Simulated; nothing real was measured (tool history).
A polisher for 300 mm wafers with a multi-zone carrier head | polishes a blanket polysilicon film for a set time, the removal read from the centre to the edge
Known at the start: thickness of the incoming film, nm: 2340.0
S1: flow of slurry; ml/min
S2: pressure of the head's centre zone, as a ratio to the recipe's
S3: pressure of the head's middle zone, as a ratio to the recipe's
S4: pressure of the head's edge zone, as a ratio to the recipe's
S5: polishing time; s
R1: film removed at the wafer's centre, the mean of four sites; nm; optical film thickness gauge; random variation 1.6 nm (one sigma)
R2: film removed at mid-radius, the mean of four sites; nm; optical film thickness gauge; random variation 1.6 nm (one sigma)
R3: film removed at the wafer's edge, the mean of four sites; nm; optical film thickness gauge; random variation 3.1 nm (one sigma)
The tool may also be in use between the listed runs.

run	hour	S1	S2	S3	S4	S5	R1	R2	R3
1	0	245	1	1	1	60	447.13	436.09	440.31
2	5.9	245	1	0.93	1	60	447.01	415.85	437.84
3	14.7	200	1	0.93	1	60	437.69	403.72	433.72
4	23.1	200	1	0.93	0.95	60	434.66	403.55	411.13
5	29.7	190	1	0.9	0.95	53	378.21	340.84	377.68
6	34.8	185	1.01	0.9	0.92	48	347.07	302.03	323.5
7	41.5	180	1	0.88	0.91	45	318.37	282.41	300.85
8	47.3	175	1	0.87	0.91	42	294.36	255.8	284.59
9	50.4	170	1	0.86	0.9	40	281.89	239.2	261.74
10	54.7	165	1	0.85	0.9	39	268.97	232.49	261.33
11	59.8	165	1	0.84	0.9	38	263.75	222.42	252.66
12	61.1	165	1	0.84	0.9	38	265.01	223.64	251.67

The next listed run, before its measurement:
13	68.7	160	1	0.83	0.9	37	?	?	?

Run 13 gave R1 253.02 nm, R2 216.02 nm, R3 242.73 nm.
